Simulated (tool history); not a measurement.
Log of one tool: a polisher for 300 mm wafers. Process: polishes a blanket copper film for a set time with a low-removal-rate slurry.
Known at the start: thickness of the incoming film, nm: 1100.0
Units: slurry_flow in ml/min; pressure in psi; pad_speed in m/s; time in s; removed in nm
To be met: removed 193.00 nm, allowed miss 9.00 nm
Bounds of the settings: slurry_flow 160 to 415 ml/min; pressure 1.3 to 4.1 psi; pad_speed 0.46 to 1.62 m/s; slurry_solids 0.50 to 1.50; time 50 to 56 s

run  hour  slurry_flow  pressure  pad_speed  slurry_solids  time  removed
  1   0.0          265       2.7       1.04           1.00    56   138.73
  2   5.4          265       2.8       1.04           1.00    56   140.75
  3  13.2          265       2.9       1.04           1.00    56   146.05
  4  22.1          265       2.5       1.04           1.00    56   126.16
  5  30.0          265       2.7       1.04           1.00    56   140.95
  6  32.0          265       2.8       1.04           1.00    56   140.97
  7  32.7          265       2.9       1.04           1.00    56   149.67
  8  34.5          265       3.0       1.04           1.00    56   152.75
  9  37.4          265       3.1       1.04           1.00    56   158.36
 10  41.3          265       3.2       1.04           1.00    56   157.15
 11  41.9          265       3.3       1.04           1.00    56   159.04
 12  44.2          265       3.4       1.04           1.00    56   163.86
 13  50.2          265       3.5       1.04           1.00    56   172.92
 14  57.9          265       3.8       1.04           1.00    56   182.19

4 next moves are on the table. One of them brings every result within its allowed miss. Which?
  A  65.6          290       3.6       1.06           1.30    50        ?
  B  65.6          280       4.1       1.06           1.05    53        ?
  C  65.6          260       3.9       1.00           0.95    54        ?
  D  65.6          260       4.0       0.86           1.35    52        ?

move  removed
   A   173.67
   B   191.79
   C   173.29
   D   172.65
A: further off than the last run
B: meets every target
C: further off than the last run
D: further off than the last run
Answer: B
